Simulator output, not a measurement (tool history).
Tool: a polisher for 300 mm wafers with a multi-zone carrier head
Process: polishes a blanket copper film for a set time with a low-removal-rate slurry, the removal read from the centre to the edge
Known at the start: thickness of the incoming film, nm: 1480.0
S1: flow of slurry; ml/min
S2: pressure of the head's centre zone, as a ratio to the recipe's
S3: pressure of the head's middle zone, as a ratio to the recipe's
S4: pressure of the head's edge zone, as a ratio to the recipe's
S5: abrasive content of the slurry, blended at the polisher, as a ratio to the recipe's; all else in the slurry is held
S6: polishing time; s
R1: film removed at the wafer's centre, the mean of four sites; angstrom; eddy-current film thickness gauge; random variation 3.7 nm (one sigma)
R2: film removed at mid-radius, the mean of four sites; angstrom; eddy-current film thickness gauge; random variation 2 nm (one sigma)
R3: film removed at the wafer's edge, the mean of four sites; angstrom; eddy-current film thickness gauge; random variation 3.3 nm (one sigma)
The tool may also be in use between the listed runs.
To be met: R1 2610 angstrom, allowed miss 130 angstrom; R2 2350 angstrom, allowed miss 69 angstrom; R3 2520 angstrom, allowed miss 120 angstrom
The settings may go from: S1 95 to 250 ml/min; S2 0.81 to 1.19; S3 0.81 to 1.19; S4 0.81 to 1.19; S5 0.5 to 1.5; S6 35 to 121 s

run  hour   S1    S2    S3    S4    S5  S6      R1      R2      R3
  1     0  160     1     1     1     1  78    1994  1960.7  1899.8
  2   5.3  160     1     1  1.05     1  78  1993.7  1982.2  1986.9
  3   6.3  160     1  0.95  1.05     1  78  1962.4  1898.2  1947.8
  4  15.1  165  1.01  0.96  1.07  1.05  78  1989.1  1938.1    1987
  5  22.4  165  1.03  0.96  1.08   1.1  80  2122.2  2038.2  2045.1
  6    28  140  1.03  0.96  1.08   1.1  80  2074.2  1969.9  2038.7
  7  35.9  135  1.04  0.96  1.09  1.15  82  2122.3  2027.2    2129
  8  38.1  135  1.05  0.96   1.1   1.2  83  2225.5  2077.4  2219.5

Which of these 5 next moves meets every target?
  A  40.3  130  1.13  0.85  1.19   1.2   97   ?   ?   ?
  B  40.3   95  1.02  0.88  1.19   1.5  102   ?   ?   ?
  C  40.3   95  1.13     1  1.15   1.4   94   ?   ?   ?
  D  40.3  130   1.1  0.87  1.15  1.35   91   ?   ?   ?
  E  40.3   95  1.03  0.89  1.18  1.35  104   ?   ?   ?

move      R1      R2      R3
   A    2746  2144.5  2653.5
   B  2560.4  2302.8  2821.9
   C  2572.6  2319.1  2506.2
   D    2584  2113.6  2519.1
   E  2566.9  2307.3  2788.5
A: nearer than the last run, and not there yet
B: brings the result that was furthest off to its target, and leaves another outside
C: meets every target
D: nearer than the last run, and not there yet
E: brings the result that was furthest off to its target, and leaves another outside
Move C is the one to make.

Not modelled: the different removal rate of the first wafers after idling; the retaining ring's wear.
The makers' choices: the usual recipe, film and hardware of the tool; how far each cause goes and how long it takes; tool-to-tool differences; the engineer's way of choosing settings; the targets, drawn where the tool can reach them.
